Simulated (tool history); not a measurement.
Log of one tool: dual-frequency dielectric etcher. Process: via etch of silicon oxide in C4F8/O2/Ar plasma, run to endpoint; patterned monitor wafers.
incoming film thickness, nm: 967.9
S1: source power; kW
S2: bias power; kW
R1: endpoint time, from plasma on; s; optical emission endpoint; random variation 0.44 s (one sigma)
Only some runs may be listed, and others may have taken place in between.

{"run": 1, "hour": 0.0, "S1": 2.38, "S2": 2.379, "R1": 162.71}
{"run": 2, "hour": 5.4, "S1": 2.38, "S2": 2.185, "R1": 167.87}
{"run": 3, "hour": 6.8, "S1": 2.38, "S2": 2.008, "R1": 173.0}
{"run": 4, "hour": 7.4, "S1": 2.47, "S2": 2.033, "R1": 169.16}
{"run": 5, "hour": 13.2, "S1": 2.83, "S2": 2.033, "R1": 157.43}
{"run": 6, "hour": 22.0, "S1": 2.83, "S2": 2.344, "R1": 149.85}

Run 7, settings as shown, results not yet in. Your forecast:
{"run": 7, "hour": 24.9, "S1": 2.85, "S2": 2.347, "R1": "?"}

R1: 148.54 s

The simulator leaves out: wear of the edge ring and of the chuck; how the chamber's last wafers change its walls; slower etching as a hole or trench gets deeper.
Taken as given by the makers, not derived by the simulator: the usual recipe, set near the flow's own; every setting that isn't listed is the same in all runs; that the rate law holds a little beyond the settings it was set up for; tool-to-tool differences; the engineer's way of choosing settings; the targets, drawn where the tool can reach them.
